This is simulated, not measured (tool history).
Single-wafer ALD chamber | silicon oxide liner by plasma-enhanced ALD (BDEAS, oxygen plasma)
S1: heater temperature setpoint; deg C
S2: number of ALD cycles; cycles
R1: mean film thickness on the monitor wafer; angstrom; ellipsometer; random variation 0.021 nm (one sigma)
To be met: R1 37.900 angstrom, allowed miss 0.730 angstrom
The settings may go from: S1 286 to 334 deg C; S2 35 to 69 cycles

run	day	S1	S2	R1
1	0.000	310	52	47.338
2	0.367	310	50	44.816
3	0.438	310	49	43.901
4	0.517	310	48	43.078
5	0.621	310	47	42.313
6	0.717	310	46	41.327
7	1.038	310	45	40.475
8	1.408	311	43	38.764

Which of these 5 next moves meets every target?
A	1.779	306	40	?
B	1.779	311	46	?
C	1.779	311	40	?
D	1.779	306	42	?
E	1.779	314	44	?

move	R1
A	36.227
B	41.398
C	35.998
D	38.038
E	39.447
A: takes the result that was furthest off past its target
B: further off than the last run
C: takes the result that was furthest off past its target
D: meets every target
E: further off than the last run
Answer: D
